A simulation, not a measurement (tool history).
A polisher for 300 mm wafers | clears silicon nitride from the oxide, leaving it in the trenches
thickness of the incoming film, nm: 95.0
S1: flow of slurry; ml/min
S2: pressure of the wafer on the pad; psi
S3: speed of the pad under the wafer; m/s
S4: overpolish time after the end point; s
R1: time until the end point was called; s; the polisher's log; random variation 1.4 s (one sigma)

run  hour   S1   S2    S3  S4      R1
  1   0.0  280  2.3  0.96  40  124.27
  2   2.5  280  1.8  0.96  40  157.75
  3   8.0  280  1.8  0.84  40  171.94
  4  11.8  255  1.8  0.84  40  164.56
     12.4  -- worn pad replaced by a new one
  5  12.4  245  2.2  0.86  40  129.83
  6  16.1  245  2.2  0.86  40  128.37

Run 7 comes next. What will it give?
  7  17.7  230  2.4  0.88  40   ?

R1: 117.16 s

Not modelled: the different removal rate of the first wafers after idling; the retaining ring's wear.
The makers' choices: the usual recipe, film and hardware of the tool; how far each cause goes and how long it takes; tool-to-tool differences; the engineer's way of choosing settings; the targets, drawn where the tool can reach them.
